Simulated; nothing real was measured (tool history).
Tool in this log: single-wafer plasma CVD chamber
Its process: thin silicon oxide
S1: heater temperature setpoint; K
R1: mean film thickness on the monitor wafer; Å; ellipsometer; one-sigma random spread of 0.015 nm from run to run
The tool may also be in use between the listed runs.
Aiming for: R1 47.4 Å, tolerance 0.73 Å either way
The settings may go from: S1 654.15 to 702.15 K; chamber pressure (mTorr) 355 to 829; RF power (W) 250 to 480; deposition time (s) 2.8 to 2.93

{"run": 1, "hour": 0.0, "S1": 678.15, "chamber pressure (mTorr)": 592, "RF power (W)": 365, "deposition time (s)": 2.93, "R1": 38.726}
{"run": 2, "hour": 4.0, "S1": 678.15, "chamber pressure (mTorr)": 592, "RF power (W)": 395, "deposition time (s)": 2.93, "R1": 39.784}
{"run": 3, "hour": 6.8, "S1": 678.15, "chamber pressure (mTorr)": 592, "RF power (W)": 395, "deposition time (s)": 2.8, "R1": 37.887}
{"run": 4, "hour": 10.1, "S1": 678.15, "chamber pressure (mTorr)": 592, "RF power (W)": 435, "deposition time (s)": 2.8, "R1": 39.126}
{"run": 5, "hour": 12.5, "S1": 678.15, "chamber pressure (mTorr)": 555, "RF power (W)": 435, "deposition time (s)": 2.8, "R1": 36.7}
{"run": 6, "hour": 14.8, "S1": 678.15, "chamber pressure (mTorr)": 577, "RF power (W)": 435, "deposition time (s)": 2.8, "R1": 38.172}
{"run": 7, "hour": 19.7, "S1": 678.15, "chamber pressure (mTorr)": 596, "RF power (W)": 435, "deposition time (s)": 2.8, "R1": 39.615}
{"run": 8, "hour": 21.5, "S1": 678.15, "chamber pressure (mTorr)": 611, "RF power (W)": 435, "deposition time (s)": 2.8, "R1": 40.232}
{"run": 9, "hour": 25.8, "S1": 678.15, "chamber pressure (mTorr)": 627, "RF power (W)": 435, "deposition time (s)": 2.8, "R1": 41.452}
{"run": 10, "hour": 32.9, "S1": 678.15, "chamber pressure (mTorr)": 640, "RF power (W)": 435, "deposition time (s)": 2.8, "R1": 42.195}
{"run": 11, "hour": 41.8, "S1": 678.15, "chamber pressure (mTorr)": 651, "RF power (W)": 435, "deposition time (s)": 2.8, "R1": 43.145}
{"run": 12, "hour": 47.6, "S1": 678.15, "chamber pressure (mTorr)": 660, "RF power (W)": 435, "deposition time (s)": 2.8, "R1": 43.635}
{"run": 13, "hour": 48.7, "S1": 678.15, "chamber pressure (mTorr)": 668, "RF power (W)": 435, "deposition time (s)": 2.8, "R1": 44.016}
{"run": 14, "hour": 53.1, "S1": 678.15, "chamber pressure (mTorr)": 675, "RF power (W)": 435, "deposition time (s)": 2.8, "R1": 44.397}
{"run": 15, "hour": 58.0, "S1": 678.15, "chamber pressure (mTorr)": 682, "RF power (W)": 435, "deposition time (s)": 2.8, "R1": 45.259}
{"run": 16, "hour": 66.2, "S1": 678.15, "chamber pressure (mTorr)": 686, "RF power (W)": 435, "deposition time (s)": 2.8, "R1": 45.481}

Consider the 5 candidate settings below. Which is the only one whose results all fall within their allowed miss of target?
{"run": "A", "hour": 74.4, "S1": 678.15, "chamber pressure (mTorr)": 692, "RF power (W)": 390, "deposition time (s)": 2.8, "R1": "?"}
{"run": "B", "hour": 74.4, "S1": 691.15, "chamber pressure (mTorr)": 691, "RF power (W)": 430, "deposition time (s)": 2.93, "R1": "?"}
{"run": "C", "hour": 74.4, "S1": 679.15, "chamber pressure (mTorr)": 650, "RF power (W)": 445, "deposition time (s)": 2.8, "R1": "?"}
{"run": "D", "hour": 74.4, "S1": 682.15, "chamber pressure (mTorr)": 694, "RF power (W)": 420, "deposition time (s)": 2.83, "R1": "?"}
{"run": "E", "hour": 74.4, "S1": 678.15, "chamber pressure (mTorr)": 664, "RF power (W)": 435, "deposition time (s)": 2.8, "R1": "?"}

move=A R1=43.852
move=B R1=47.046
move=C R1=43.14
move=D R1=45.494
move=E R1=43.735
A: lands further from the targets than the last run did
B: in spec on every target
C: lands further from the targets than the last run did
D: about the same distance from the targets as the last run
E: lands further from the targets than the last run did
Go with B: it meets all targets.
